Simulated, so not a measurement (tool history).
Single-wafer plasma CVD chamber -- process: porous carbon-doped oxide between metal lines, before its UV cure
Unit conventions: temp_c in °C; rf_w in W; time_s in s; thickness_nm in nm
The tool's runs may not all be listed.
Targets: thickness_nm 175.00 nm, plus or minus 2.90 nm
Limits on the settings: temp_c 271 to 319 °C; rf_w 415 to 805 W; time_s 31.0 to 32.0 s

run 1 hour=0.0 | temp_c=295 rf_w=610 time_s=31.0 | thickness_nm=204.70
run 2 hour=1.4 | temp_c=299 rf_w=605 time_s=31.0 | thickness_nm=198.80
run 3 hour=7.2 | temp_c=303 rf_w=600 time_s=31.0 | thickness_nm=194.09
run 4 hour=11.5 | temp_c=303 rf_w=600 time_s=31.0 | thickness_nm=193.90
run 5 hour=20.2 | temp_c=303 rf_w=600 time_s=31.0 | thickness_nm=193.56
run 6 hour=28.5 | temp_c=306 rf_w=595 time_s=31.0 | thickness_nm=189.83
run 7 hour=37.3 | temp_c=306 rf_w=595 time_s=31.0 | thickness_nm=189.99
run 8 hour=44.2 | temp_c=308 rf_w=590 time_s=31.0 | thickness_nm=188.16
run 9 hour=47.5 | temp_c=310 rf_w=585 time_s=31.0 | thickness_nm=184.98
run 10 hour=55.1 | temp_c=312 rf_w=580 time_s=31.0 | thickness_nm=180.86
run 11 hour=56.5 | temp_c=313 rf_w=580 time_s=31.0 | thickness_nm=180.44
run 12 hour=59.1 | temp_c=314 rf_w=580 time_s=31.0 | thickness_nm=180.22
run 13 hour=67.7 | temp_c=315 rf_w=580 time_s=31.0 | thickness_nm=179.01

Next run, 4 choices. One meets every target within its allowed miss, the rest don't. Which?
run A hour=76.3 | temp_c=315 rf_w=520 time_s=31.0 | thickness_nm=?
run B hour=76.3 | temp_c=314 rf_w=550 time_s=31.3 | thickness_nm=?
run C hour=76.3 | temp_c=319 rf_w=530 time_s=31.0 | thickness_nm=?
run D hour=76.3 | temp_c=318 rf_w=530 time_s=31.0 | thickness_nm=?

move=A thickness_nm=167.34
move=B thickness_nm=175.38
move=C thickness_nm=166.15
move=D thickness_nm=166.91
A: moves the result that the last run missed by most past its target, out the other side
B: all results land within tolerance of their targets
C: moves the result that the last run missed by most past its target, out the other side
D: moves the result that the last run missed by most past its target, out the other side
Move B is the one to make.
